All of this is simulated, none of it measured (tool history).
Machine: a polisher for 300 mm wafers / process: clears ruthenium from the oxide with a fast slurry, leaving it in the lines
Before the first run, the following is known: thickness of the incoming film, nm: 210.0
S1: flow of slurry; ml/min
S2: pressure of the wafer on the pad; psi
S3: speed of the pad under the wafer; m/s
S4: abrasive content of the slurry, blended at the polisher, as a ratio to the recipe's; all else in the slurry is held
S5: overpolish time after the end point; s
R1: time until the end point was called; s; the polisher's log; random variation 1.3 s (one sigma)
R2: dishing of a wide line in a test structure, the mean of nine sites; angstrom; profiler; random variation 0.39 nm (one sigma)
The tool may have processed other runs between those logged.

run	day	S1	S2	S3	S4	S5	R1	R2
1	0	240	2	0.84	1	19	104.48	255.68
2	0.271	240	2.1	0.84	1	17	97.271	251.15
3	0.646	240	2.1	0.86	1	15	89.94	230.91
4	0.854	240	2.1	0.88	0.95	14	94.725	214.44
5	1.083	190	2.1	0.88	0.95	14	98.141	222.15
6	1.362	190	1.7	0.88	0.95	14	115.85	181.52
7	1.521	210	1.7	0.92	0.95	13	109.01	180.76
8	1.854	230	1.7	0.96	0.95	12	103.38	176.67
9	2.183	250	1.7	1	0.95	11	98.697	167.95
10	2.383	260	1.8	1.02	0.95	10	94.329	174.1
11	2.475	275	1.8	1.06	0.95	9	86.78	159.79
12	2.742	275	1.9	1.08	0.95	9	84.462	174.11
13	2.892	285	1.9	1.12	0.95	9	79.942	164.64
14	3.254	285	2	1.14	0.95	9	74.961	181.74
15	3.608	285	2	1.14	0.95	9	77.119	183.56
16	3.867	295	2	1.16	0.95	9	74.109	183.56
17	4.033	300	2	1.18	0.95	9	74.078	191.01
18	4.362	310	2	1.2	0.95	9	69.034	202.64
19	4.729	300	2	1.22	0.95	9	68.279	196.97

Run 20, settings as shown, results not yet in. Your forecast:
20	4.95	230	2.2	1.26	0.9	6	?	?

R1: 65.274 s
R2: 149.62 angstrom

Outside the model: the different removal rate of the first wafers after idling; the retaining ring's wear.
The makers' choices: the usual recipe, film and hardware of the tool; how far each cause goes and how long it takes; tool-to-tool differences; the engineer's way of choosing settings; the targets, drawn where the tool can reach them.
